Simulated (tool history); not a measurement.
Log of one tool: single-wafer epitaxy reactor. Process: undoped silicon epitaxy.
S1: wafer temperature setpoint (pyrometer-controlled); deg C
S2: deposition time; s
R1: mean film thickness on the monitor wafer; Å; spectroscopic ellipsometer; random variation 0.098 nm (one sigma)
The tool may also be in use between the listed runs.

Run 1, hour 0: S1 650 deg C, S2 221 s. Result: R1 345.82 Å.
Run 2, hour 4.5: S1 650 deg C, S2 209 s. Result: R1 326.69 Å.
Run 3, hour 8: S1 645 deg C, S2 209 s. Result: R1 288.6 Å.
Run 4, hour 13.7: S1 637 deg C, S2 209 s. Result: R1 235.44 Å.
Run 5, hour 20.8: S1 637 deg C, S2 184 s. Result: R1 206.94 Å.
Run 6, hour 22.8: S1 646 deg C, S2 184 s. Result: R1 259.67 Å.
Run 7, hour 28.3: S1 658 deg C, S2 185 s. Result: R1 352.73 Å.
Run 8, hour 33.1: S1 659 deg C, S2 185 s. Result: R1 359.71 Å.
Run 9, hour 38.6: S1 660 deg C, S2 185 s. Result: R1 369.45 Å.
Run 10, hour 47.6: S1 661 deg C, S2 185 s. Result: R1 379.04 Å.

Forecast run 11:
Run 11, hour 55.1: S1 663 deg C, S2 185 s. Result: R1 ?.

Run 11 gave R1 396.01 Å.

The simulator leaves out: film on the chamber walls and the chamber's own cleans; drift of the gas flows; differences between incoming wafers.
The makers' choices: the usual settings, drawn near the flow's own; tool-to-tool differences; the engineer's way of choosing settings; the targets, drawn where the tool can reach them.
